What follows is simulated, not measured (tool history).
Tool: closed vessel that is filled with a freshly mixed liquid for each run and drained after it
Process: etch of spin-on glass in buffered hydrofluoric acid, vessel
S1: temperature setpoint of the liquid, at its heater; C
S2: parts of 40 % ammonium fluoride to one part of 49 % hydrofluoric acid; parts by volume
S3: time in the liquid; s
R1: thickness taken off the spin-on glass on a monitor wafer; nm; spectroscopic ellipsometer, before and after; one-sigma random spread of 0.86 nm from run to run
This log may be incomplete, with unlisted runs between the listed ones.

run,hour,S1,S2,S3,R1
1,0,22,18.5,90,159.97
2,2.9,21.5,18.5,90,156.48
3,11.8,21,18.5,90,151.52
4,16.6,24,18.5,90,178.23
5,18.3,24,18.5,100,197.19
6,27.1,24,14.5,100,249.96
7,30,23,15.5,100,223.16

Expected results for the next run?
8,37.8,22,16,100,?

Run 8 came out at R1 203.06 nm.
